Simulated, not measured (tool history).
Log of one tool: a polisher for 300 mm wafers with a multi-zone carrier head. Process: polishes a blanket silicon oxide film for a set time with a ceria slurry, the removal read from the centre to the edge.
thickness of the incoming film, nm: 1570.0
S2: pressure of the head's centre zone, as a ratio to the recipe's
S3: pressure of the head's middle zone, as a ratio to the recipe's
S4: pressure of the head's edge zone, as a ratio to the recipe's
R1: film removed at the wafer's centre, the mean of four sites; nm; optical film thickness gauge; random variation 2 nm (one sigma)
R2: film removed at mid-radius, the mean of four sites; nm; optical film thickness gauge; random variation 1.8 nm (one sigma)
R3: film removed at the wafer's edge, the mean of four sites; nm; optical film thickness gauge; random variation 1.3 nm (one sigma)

Run 1, hour 0: flow of slurry (ml/min) 260, S2 1, S3 1, S4 1, polishing time (s) 78. Result: R1 244.1 nm, R2 237.76 nm, R3 241.34 nm.
Run 2, hour 2.5: flow of slurry (ml/min) 260, S2 0.99, S3 0.99, S4 0.99, polishing time (s) 74. Result: R1 234.71 nm, R2 221.26 nm, R3 221.87 nm.
Run 3, hour 9.3: flow of slurry (ml/min) 260, S2 0.95, S3 0.99, S4 0.99, polishing time (s) 74. Result: R1 217.42 nm, R2 228.33 nm, R3 219.97 nm.
Run 4, hour 10.4: flow of slurry (ml/min) 260, S2 0.95, S3 0.99, S4 0.99, polishing time (s) 90. Result: R1 268.21 nm, R2 270.69 nm, R3 271.75 nm.
Run 5, hour 12.3: flow of slurry (ml/min) 255, S2 0.94, S3 0.97, S4 0.99, polishing time (s) 85. Result: R1 243.44 nm, R2 256.12 nm, R3 257.29 nm.
Run 6, hour 21: flow of slurry (ml/min) 255, S2 0.94, S3 0.96, S4 0.99, polishing time (s) 80. Result: R1 233.16 nm, R2 237.92 nm, R3 238.8 nm.
Run 7, hour 26.5: flow of slurry (ml/min) 255, S2 0.94, S3 0.96, S4 0.99, polishing time (s) 80. Result: R1 234.92 nm, R2 228.16 nm, R3 241.73 nm.
Run 8, hour 32.9: flow of slurry (ml/min) 255, S2 0.93, S3 0.96, S4 0.98, polishing time (s) 77. Result: R1 225.84 nm, R2 231.14 nm, R3 231.47 nm.
Run 9, hour 41.4: flow of slurry (ml/min) 255, S2 0.92, S3 0.95, S4 0.98, polishing time (s) 73. Result: R1 210.29 nm, R2 215.5 nm, R3 217.09 nm.
Run 10, hour 46.5: flow of slurry (ml/min) 255, S2 0.91, S3 0.94, S4 0.97, polishing time (s) 70. Result: R1 197.3 nm, R2 204.68 nm, R3 210.27 nm.
Run 11, hour 47.3: flow of slurry (ml/min) 255, S2 0.91, S3 0.94, S4 0.96, polishing time (s) 67. Result: R1 188.25 nm, R2 196.73 nm, R3 197.46 nm.
Run 12, hour 54.4: flow of slurry (ml/min) 255, S2 0.91, S3 0.93, S4 0.95, polishing time (s) 65. Result: R1 182.47 nm, R2 186.76 nm, R3 192.86 nm.
Run 13, hour 58.4: flow of slurry (ml/min) 255, S2 0.91, S3 0.93, S4 0.94, polishing time (s) 63. Result: R1 177.6 nm, R2 181.74 nm, R3 186.47 nm.

Run 14 comes next. What will it give?
Run 14, hour 66.8: flow of slurry (ml/min) 255, S2 0.91, S3 0.93, S4 0.93, polishing time (s) 61. Result: R1 ?, R2 ?, R3 ?.

R1: 167.9 nm
R2: 174.02 nm
R3: 180.47 nm
